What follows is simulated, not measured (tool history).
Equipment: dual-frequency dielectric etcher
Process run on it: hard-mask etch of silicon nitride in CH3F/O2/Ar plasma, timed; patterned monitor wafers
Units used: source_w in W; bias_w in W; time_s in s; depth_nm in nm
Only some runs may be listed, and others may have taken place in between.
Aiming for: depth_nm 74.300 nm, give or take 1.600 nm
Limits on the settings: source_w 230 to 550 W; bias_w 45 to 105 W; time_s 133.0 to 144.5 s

run 1 day=0.000 | source_w=390 bias_w=75 time_s=144.5 | depth_nm=94.831
run 2 day=0.079 | source_w=390 bias_w=88 time_s=144.5 | depth_nm=99.165
run 3 day=0.358 | source_w=360 bias_w=82 time_s=142.0 | depth_nm=92.244
run 4 day=0.400 | source_w=360 bias_w=95 time_s=142.0 | depth_nm=96.118
run 5 day=0.517 | source_w=340 bias_w=90 time_s=140.0 | depth_nm=90.935
run 6 day=0.712 | source_w=340 bias_w=90 time_s=144.5 | depth_nm=93.069
run 7 day=0.988 | source_w=340 bias_w=90 time_s=144.5 | depth_nm=93.532
run 8 day=1.246 | source_w=320 bias_w=86 time_s=142.5 | depth_nm=88.221
run 9 day=1.583 | source_w=300 bias_w=84 time_s=141.5 | depth_nm=83.851
run 10 day=1.688 | source_w=290 bias_w=83 time_s=141.5 | depth_nm=81.842
run 11 day=2.046 | source_w=290 bias_w=83 time_s=141.5 | depth_nm=82.380
run 12 day=2.092 | source_w=280 bias_w=82 time_s=141.5 | depth_nm=79.925
run 13 day=2.467 | source_w=270 bias_w=82 time_s=141.5 | depth_nm=77.718
run 14 day=2.662 | source_w=260 bias_w=82 time_s=141.5 | depth_nm=76.653

Pick the move, out of 4, that brings all results within their allowed miss; only one does.
run A day=2.858 | source_w=280 bias_w=84 time_s=139.5 | depth_nm=?
run B day=2.858 | source_w=310 bias_w=77 time_s=137.0 | depth_nm=?
run C day=2.858 | source_w=230 bias_w=87 time_s=144.5 | depth_nm=?
run D day=2.858 | source_w=310 bias_w=79 time_s=135.5 | depth_nm=?

move=A depth_nm=79.316
move=B depth_nm=80.009
move=C depth_nm=74.217
move=D depth_nm=79.781
A: lands further from the targets than the last run did
B: lands further from the targets than the last run did
C: every result within its allowed miss
D: lands further from the targets than the last run did
Go with C: it meets all targets.
